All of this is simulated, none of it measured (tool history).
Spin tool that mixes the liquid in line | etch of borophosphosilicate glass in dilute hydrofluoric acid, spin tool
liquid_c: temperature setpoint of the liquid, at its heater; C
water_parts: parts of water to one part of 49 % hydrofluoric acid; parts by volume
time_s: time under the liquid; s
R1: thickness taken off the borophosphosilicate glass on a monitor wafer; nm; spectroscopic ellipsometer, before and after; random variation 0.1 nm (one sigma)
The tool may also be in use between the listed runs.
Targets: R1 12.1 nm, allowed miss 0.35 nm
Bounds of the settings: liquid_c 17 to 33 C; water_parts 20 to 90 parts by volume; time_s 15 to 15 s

{"run": 1, "hour": 0.0, "liquid_c": 25, "water_parts": 50, "time_s": 15, "R1": 15.113}
{"run": 2, "hour": 1.2, "liquid_c": 26.5, "water_parts": 50, "time_s": 15, "R1": 15.999}
{"run": 3, "hour": 8.9, "liquid_c": 26.5, "water_parts": 35, "time_s": 15, "R1": 23.792}
{"run": 4, "hour": 12.5, "liquid_c": 26.5, "water_parts": 35, "time_s": 15, "R1": 23.438}
{"run": 5, "hour": 20.9, "liquid_c": 26.5, "water_parts": 35, "time_s": 15, "R1": 23.175}
{"run": 6, "hour": 26.9, "liquid_c": 23.5, "water_parts": 40, "time_s": 15, "R1": 17.958}
{"run": 7, "hour": 34.4, "liquid_c": 21.5, "water_parts": 40, "time_s": 15, "R1": 16.484}
{"run": 8, "hour": 35.1, "liquid_c": 20, "water_parts": 40, "time_s": 15, "R1": 15.679}
{"run": 9, "hour": 38.6, "liquid_c": 19, "water_parts": 40, "time_s": 15, "R1": 14.781}

Which of these 4 next moves meets every target?
{"run": "A", "hour": 42.1, "liquid_c": 20, "water_parts": 50, "time_s": 15, "R1": "?"}
{"run": "B", "hour": 42.1, "liquid_c": 21, "water_parts": 50, "time_s": 15, "R1": "?"}
{"run": "C", "hour": 42.1, "liquid_c": 18.5, "water_parts": 45, "time_s": 15, "R1": "?"}
{"run": "D", "hour": 42.1, "liquid_c": 19, "water_parts": 45, "time_s": 15, "R1": "?"}

move=A R1=12.231
move=B R1=12.76
move=C R1=12.821
move=D R1=13.1
A: meets every target
B: nearer than the last run, and not there yet
C: nearer than the last run, and not there yet
D: nearer than the last run, and not there yet
Move A is the one to make.
